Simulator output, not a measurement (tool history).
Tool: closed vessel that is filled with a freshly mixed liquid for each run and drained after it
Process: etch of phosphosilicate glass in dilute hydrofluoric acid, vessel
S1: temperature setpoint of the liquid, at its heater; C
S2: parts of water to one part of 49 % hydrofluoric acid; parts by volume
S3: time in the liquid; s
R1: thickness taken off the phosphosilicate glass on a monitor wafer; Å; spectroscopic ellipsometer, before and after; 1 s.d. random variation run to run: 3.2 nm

run	day	S1	S2	S3	R1
1	0	22	145	100	1215.5
2	0.158	24	115	100	1760.9
3	0.329	25.5	95	100	2296.7
4	0.492	26.5	80	100	2861.3
5	0.858	27.5	70	100	3470.5
6	1.038	27.5	70	105	3660.1
7	1.167	28	65	105	4018
8	1.421	28.5	65	105	4079.2
9	1.546	30	45	105	6495.4
10	1.604	26.5	45	105	5711.6

Estimate the outcome of run 11 from the log above:
11	1.679	26	45	105	?

Run 11 came out at R1 5460.9 Å.
